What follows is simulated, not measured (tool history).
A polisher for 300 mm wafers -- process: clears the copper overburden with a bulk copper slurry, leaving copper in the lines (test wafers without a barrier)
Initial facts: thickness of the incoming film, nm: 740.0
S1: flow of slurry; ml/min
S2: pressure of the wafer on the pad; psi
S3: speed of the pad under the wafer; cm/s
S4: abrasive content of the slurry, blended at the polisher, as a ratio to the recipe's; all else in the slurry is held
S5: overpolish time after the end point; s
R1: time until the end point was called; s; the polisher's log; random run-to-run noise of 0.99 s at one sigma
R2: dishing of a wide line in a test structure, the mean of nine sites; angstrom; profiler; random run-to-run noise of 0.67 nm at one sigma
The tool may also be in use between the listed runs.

{"run": 1, "hour": 0.0, "S1": 290, "S2": 2.9, "S3": 90, "S4": 1.0, "S5": 25, "R1": 83.472, "R2": 1067.7}
{"run": 2, "hour": 7.8, "S1": 290, "S2": 2.9, "S3": 98, "S4": 1.0, "S5": 25, "R1": 76.456, "R2": 1106.3}
{"run": 3, "hour": 16.1, "S1": 290, "S2": 2.9, "S3": 76, "S4": 1.0, "S5": 25, "R1": 99.375, "R2": 967.25}
{"run": 4, "hour": 23.1, "S1": 290, "S2": 2.9, "S3": 86, "S4": 1.0, "S5": 25, "R1": 87.647, "R2": 1045.7}
{"run": 5, "hour": 28.2, "S1": 290, "S2": 2.9, "S3": 86, "S4": 1.0, "S5": 15, "R1": 86.491, "R2": 733.22}
{"run": 6, "hour": 33.6, "S1": 290, "S2": 2.9, "S3": 86, "S4": 1.0, "S5": 25, "R1": 86.078, "R2": 1050.3}
{"run": 7, "hour": 38.0, "S1": 285, "S2": 2.5, "S3": 98, "S4": 1.05, "S5": 21, "R1": 84.098, "R2": 952.1}
{"run": 8, "hour": 41.1, "S1": 325, "S2": 2.9, "S3": 92, "S4": 0.9, "S5": 18, "R1": 82.79, "R2": 867.13}
{"run": 9, "hour": 42.7, "S1": 290, "S2": 3.0, "S3": 86, "S4": 1.05, "S5": 16, "R1": 83.503, "R2": 800.14}
{"run": 10, "hour": 51.7, "S1": 265, "S2": 3.1, "S3": 86, "S4": 0.9, "S5": 14, "R1": 86.685, "R2": 726.98}
{"run": 11, "hour": 60.4, "S1": 245, "S2": 3.1, "S3": 86, "S4": 1.0, "S5": 13, "R1": 84.516, "R2": 683.32}

Run 12 comes next. What will it give?
{"hour": 64.9, "done": "head pressure recalibrated"}
{"run": 12, "hour": 64.9, "S1": 245, "S2": 3.1, "S3": 86, "S4": 1.0, "S5": 13, "R1": "?", "R2": "?"}

{"run 12": {"R1": 81.707, "R2": 696.83}}
